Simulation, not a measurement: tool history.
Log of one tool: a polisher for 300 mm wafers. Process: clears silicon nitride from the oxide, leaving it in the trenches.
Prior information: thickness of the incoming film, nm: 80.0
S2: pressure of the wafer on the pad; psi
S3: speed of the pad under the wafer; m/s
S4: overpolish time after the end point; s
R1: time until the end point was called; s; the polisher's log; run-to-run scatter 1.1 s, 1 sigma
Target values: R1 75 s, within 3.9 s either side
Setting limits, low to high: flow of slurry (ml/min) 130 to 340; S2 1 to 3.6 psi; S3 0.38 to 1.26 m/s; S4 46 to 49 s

Run 1, hour 0: flow of slurry (ml/min) 220, S2 2.3 psi, S3 0.82 m/s, S4 46 s. Result: R1 116.42 s.
Run 2, hour 1.5: flow of slurry (ml/min) 190, S2 2.3 psi, S3 0.82 m/s, S4 46 s. Result: R1 113.9 s.
Run 3, hour 7.8: flow of slurry (ml/min) 190, S2 2.3 psi, S3 0.92 m/s, S4 46 s. Result: R1 103.02 s.
Run 4, hour 14: flow of slurry (ml/min) 190, S2 2.3 psi, S3 0.92 m/s, S4 49 s. Result: R1 101.04 s.
Run 5, hour 18.3: flow of slurry (ml/min) 190, S2 2.3 psi, S3 0.72 m/s, S4 49 s. Result: R1 128.8 s.
Run 6, hour 22.6: flow of slurry (ml/min) 190, S2 2.3 psi, S3 0.54 m/s, S4 49 s. Result: R1 162.5 s.
Run 7, hour 29.1: flow of slurry (ml/min) 190, S2 2.4 psi, S3 0.56 m/s, S4 49 s. Result: R1 151.6 s.
Run 8, hour 38: flow of slurry (ml/min) 190, S2 2.5 psi, S3 0.58 m/s, S4 49 s. Result: R1 138.98 s.
Run 9, hour 43.1: flow of slurry (ml/min) 190, S2 2.6 psi, S3 0.58 m/s, S4 49 s. Result: R1 135.78 s.
Run 10, hour 51.6: flow of slurry (ml/min) 195, S2 3.2 psi, S3 0.78 m/s, S4 49 s. Result: R1 89.378 s.

Pick the move, out of 4, that brings all results within their allowed miss; only one does.
Run A, hour 60.1: flow of slurry (ml/min) 185, S2 2.8 psi, S3 0.9 m/s, S4 46 s. Result: R1 ?.
Run B, hour 60.1: flow of slurry (ml/min) 210, S2 3.3 psi, S3 0.88 m/s, S4 49 s. Result: R1 ?.
Run C, hour 60.1: flow of slurry (ml/min) 130, S2 2.9 psi, S3 0.96 m/s, S4 49 s. Result: R1 ?.
Run D, hour 60.1: flow of slurry (ml/min) 180, S2 3.4 psi, S3 0.76 m/s, S4 49 s. Result: R1 ?.

move      R1
   A  88.389
   B  75.748
   C  85.276
   D  85.129
A: closes in on the targets versus the last run, not all within tolerance yet
B: each result inside its tolerance
C: closes in on the targets versus the last run, not all within tolerance yet
D: closes in on the targets versus the last run, not all within tolerance yet
Move B is the one to make.
